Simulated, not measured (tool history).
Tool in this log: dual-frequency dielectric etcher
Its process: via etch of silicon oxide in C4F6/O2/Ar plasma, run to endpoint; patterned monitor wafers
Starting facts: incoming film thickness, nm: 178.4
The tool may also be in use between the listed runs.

{"run": 1, "hour": 0.0, "bias power (kW)": 0.42, "source power (kW)": 0.3, "Ar flow (sccm)": 237, "endpoint time (s)": 43.905}
{"run": 2, "hour": 2.6, "bias power (kW)": 0.42, "source power (kW)": 0.25, "Ar flow (sccm)": 237, "endpoint time (s)": 47.651}
{"run": 3, "hour": 3.2, "bias power (kW)": 0.479, "source power (kW)": 0.25, "Ar flow (sccm)": 237, "endpoint time (s)": 45.251}
{"run": 4, "hour": 11.7, "bias power (kW)": 0.53, "source power (kW)": 0.25, "Ar flow (sccm)": 237, "endpoint time (s)": 43.746}
{"run": 5, "hour": 15.9, "bias power (kW)": 0.491, "source power (kW)": 0.25, "Ar flow (sccm)": 237, "endpoint time (s)": 45.085}
{"run": 6, "hour": 21.1, "bias power (kW)": 0.491, "source power (kW)": 0.29, "Ar flow (sccm)": 237, "endpoint time (s)": 42.008}
{"run": 7, "hour": 23.6, "bias power (kW)": 0.505, "source power (kW)": 0.29, "Ar flow (sccm)": 237, "endpoint time (s)": 41.841}
{"run": 8, "hour": 27.3, "bias power (kW)": 0.519, "source power (kW)": 0.29, "Ar flow (sccm)": 237, "endpoint time (s)": 41.195}
{"run": 9, "hour": 29.2, "bias power (kW)": 0.519, "source power (kW)": 0.29, "Ar flow (sccm)": 237, "endpoint time (s)": 41.365}

Estimate the outcome of run 10 from the log above:
{"run": 10, "hour": 36.1, "bias power (kW)": 0.53, "source power (kW)": 0.29, "Ar flow (sccm)": 237, "endpoint time (s)": "?"}

{"run 10": {"endpoint time (s)": 41.103}}
